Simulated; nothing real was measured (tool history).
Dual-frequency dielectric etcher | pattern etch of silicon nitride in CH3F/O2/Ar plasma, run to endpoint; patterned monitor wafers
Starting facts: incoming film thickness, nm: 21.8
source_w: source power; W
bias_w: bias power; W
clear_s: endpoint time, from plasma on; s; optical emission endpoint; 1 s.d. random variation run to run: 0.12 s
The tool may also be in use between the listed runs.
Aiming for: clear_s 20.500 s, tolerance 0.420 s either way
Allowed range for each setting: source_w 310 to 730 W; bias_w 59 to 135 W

run,hour,source_w,bias_w,clear_s
1,0.0,520,97,24.477
2,6.8,450,97,26.268
3,10.0,450,103,25.791
4,11.2,390,103,27.751
5,18.6,450,103,25.943
6,21.4,450,120,25.070
7,26.4,500,122,23.575
8,29.3,540,123,22.824
9,30.3,570,124,22.391

Consider the 5 candidate settings below. Which is the only one whose results all fall within their allowed miss of target?
A,31.3,500,115,?
B,31.3,650,135,?
C,31.3,640,121,?
D,31.3,460,125,?
E,31.3,460,114,?

move,clear_s
A,23.959
B,20.537
C,21.183
D,24.467
E,24.965
A: lands further from the targets than the last run did
B: all results land within tolerance of their targets
C: nearer the targets than the last run, but a result is still out of spec
D: lands further from the targets than the last run did
E: lands further from the targets than the last run did
So the answer is move B, the one that meets all the targets.
